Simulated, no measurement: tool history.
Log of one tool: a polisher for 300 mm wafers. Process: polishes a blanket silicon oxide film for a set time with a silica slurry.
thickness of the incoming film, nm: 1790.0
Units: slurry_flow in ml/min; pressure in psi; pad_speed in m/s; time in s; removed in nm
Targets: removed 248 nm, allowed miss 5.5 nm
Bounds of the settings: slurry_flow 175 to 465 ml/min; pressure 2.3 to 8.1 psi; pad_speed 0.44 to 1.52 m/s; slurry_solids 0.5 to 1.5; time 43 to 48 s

{"run": 1, "hour": 0.0, "slurry_flow": 295, "pressure": 5.2, "pad_speed": 0.98, "slurry_solids": 1, "time": 48, "removed": 166.16}
{"run": 2, "hour": 6.9, "slurry_flow": 295, "pressure": 5.2, "pad_speed": 1.2, "slurry_solids": 1, "time": 48, "removed": 199.75}
{"run": 3, "hour": 9.2, "slurry_flow": 295, "pressure": 5.2, "pad_speed": 1.42, "slurry_solids": 1, "time": 48, "removed": 227.92}
{"run": 4, "hour": 17.6, "slurry_flow": 300, "pressure": 5.3, "pad_speed": 1.42, "slurry_solids": 1, "time": 48, "removed": 231.79}
{"run": 5, "hour": 20.6, "slurry_flow": 300, "pressure": 5.3, "pad_speed": 1.42, "slurry_solids": 1.1, "time": 48, "removed": 239.18}
{"run": 6, "hour": 28.4, "slurry_flow": 300, "pressure": 6.3, "pad_speed": 1.42, "slurry_solids": 1.1, "time": 48, "removed": 278.36}
{"run": 7, "hour": 33.2, "slurry_flow": 300, "pressure": 6.2, "pad_speed": 1.42, "slurry_solids": 1.1, "time": 48, "removed": 272.7}
{"run": 8, "hour": 34.8, "slurry_flow": 300, "pressure": 6.2, "pad_speed": 1.42, "slurry_solids": 1.1, "time": 48, "removed": 274.63}
{"run": 9, "hour": 42.1, "slurry_flow": 300, "pressure": 6.1, "pad_speed": 1.42, "slurry_solids": 1.1, "time": 48, "removed": 274.41}
{"run": 10, "hour": 48.1, "slurry_flow": 300, "pressure": 6, "pad_speed": 1.42, "slurry_solids": 1.1, "time": 48, "removed": 265.08}
{"run": 11, "hour": 53.4, "slurry_flow": 300, "pressure": 5.9, "pad_speed": 1.42, "slurry_solids": 1.1, "time": 48, "removed": 266.16}
{"run": 12, "hour": 56.3, "slurry_flow": 300, "pressure": 5.8, "pad_speed": 1.42, "slurry_solids": 1.1, "time": 48, "removed": 256.8}
{"run": 13, "hour": 62.2, "slurry_flow": 300, "pressure": 5.7, "pad_speed": 1.42, "slurry_solids": 1.1, "time": 48, "removed": 257.87}

Which of these 4 next moves meets every target?
{"run": "A", "hour": 68.1, "slurry_flow": 285, "pressure": 5.5, "pad_speed": 1.42, "slurry_solids": 1.1, "time": 48, "removed": "?"}
{"run": "B", "hour": 68.1, "slurry_flow": 360, "pressure": 6.9, "pad_speed": 1.22, "slurry_solids": 1.2, "time": 45, "removed": "?"}
{"run": "C", "hour": 68.1, "slurry_flow": 410, "pressure": 5.8, "pad_speed": 1.52, "slurry_solids": 0.95, "time": 47, "removed": "?"}
{"run": "D", "hour": 68.1, "slurry_flow": 280, "pressure": 6, "pad_speed": 1.52, "slurry_solids": 1.15, "time": 43, "removed": "?"}

move=A removed=246.98
move=B removed=266
move=C removed=262.1
move=D removed=256.92
A: meets every target
B: further off than the last run
C: further off than the last run
D: nearer than the last run, and not there yet
Move A is the one to make.
